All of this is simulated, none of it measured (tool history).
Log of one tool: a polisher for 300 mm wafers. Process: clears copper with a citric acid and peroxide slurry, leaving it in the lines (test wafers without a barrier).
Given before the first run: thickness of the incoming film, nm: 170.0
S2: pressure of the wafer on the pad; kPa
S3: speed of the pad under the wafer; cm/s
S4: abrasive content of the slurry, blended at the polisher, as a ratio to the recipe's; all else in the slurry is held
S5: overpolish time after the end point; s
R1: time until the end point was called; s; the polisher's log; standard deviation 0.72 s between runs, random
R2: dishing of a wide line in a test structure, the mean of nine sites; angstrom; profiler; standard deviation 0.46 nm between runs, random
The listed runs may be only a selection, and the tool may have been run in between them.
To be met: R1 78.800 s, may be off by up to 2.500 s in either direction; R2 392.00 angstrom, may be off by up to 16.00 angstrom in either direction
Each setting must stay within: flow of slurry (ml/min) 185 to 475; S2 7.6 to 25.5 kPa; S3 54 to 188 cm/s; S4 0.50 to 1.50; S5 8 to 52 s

run 1 hour=0.0 | flow_of_slurry_(ml/min)=305 S2=16.5 S3=120 S4=1.00 S5=26 | R1=105.160 R2=311.99
run 2 hour=8.3 | flow_of_slurry_(ml/min)=305 S2=17.2 S3=120 S4=1.00 S5=26 | R1=102.530 R2=319.71
run 3 hour=12.3 | flow_of_slurry_(ml/min)=305 S2=17.9 S3=120 S4=1.00 S5=26 | R1=99.525 R2=325.02
run 4 hour=19.7 | flow_of_slurry_(ml/min)=305 S2=20.7 S3=120 S4=1.00 S5=26 | R1=87.702 R2=366.02
run 5 hour=23.7 | flow_of_slurry_(ml/min)=310 S2=22.1 S3=120 S4=1.00 S5=25 | R1=84.490 R2=361.97
run 6 hour=31.2 | flow_of_slurry_(ml/min)=310 S2=19.3 S3=120 S4=1.00 S5=25 | R1=94.169 R2=337.34
run 7 hour=37.7 | flow_of_slurry_(ml/min)=310 S2=20.0 S3=120 S4=1.00 S5=25 | R1=90.384 R2=351.64
run 8 hour=41.1 | flow_of_slurry_(ml/min)=315 S2=20.0 S3=120 S4=1.00 S5=25 | R1=92.146 R2=343.60
run 9 hour=49.2 | flow_of_slurry_(ml/min)=315 S2=20.7 S3=120 S4=1.00 S5=25 | R1=88.155 R2=355.09
run 10 hour=52.3 | flow_of_slurry_(ml/min)=320 S2=22.1 S3=120 S4=1.00 S5=25 | R1=83.007 R2=369.54
run 11 hour=59.4 | flow_of_slurry_(ml/min)=320 S2=22.8 S3=120 S4=1.00 S5=25 | R1=81.533 R2=372.61

Pick the move, out of 5, that brings all results within their allowed miss; only one does.
run A hour=66.5 | flow_of_slurry_(ml/min)=275 S2=20.7 S3=122 S4=1.15 S5=26 | R1=? R2=?
run B hour=66.5 | flow_of_slurry_(ml/min)=280 S2=24.8 S3=114 S4=1.20 S5=22 | R1=? R2=?
run C hour=66.5 | flow_of_slurry_(ml/min)=355 S2=21.4 S3=130 S4=1.00 S5=26 | R1=? R2=?
run D hour=66.5 | flow_of_slurry_(ml/min)=285 S2=22.8 S3=122 S4=0.90 S5=26 | R1=? R2=?
run E hour=66.5 | flow_of_slurry_(ml/min)=295 S2=23.4 S3=110 S4=1.15 S5=25 | R1=? R2=?

move=A R1=83.726 R2=371.73
move=B R1=75.910 R2=356.35
move=C R1=77.429 R2=393.85
move=D R1=81.729 R2=380.17
move=E R1=82.906 R2=366.19
A: the biggest miss grows against the last run
B: the biggest miss grows against the last run
C: hits every target within its allowed miss
D: puts the biggest miss on target and leaves a different result outside tolerance
E: the biggest miss grows against the last run
The move that meets every target is C.
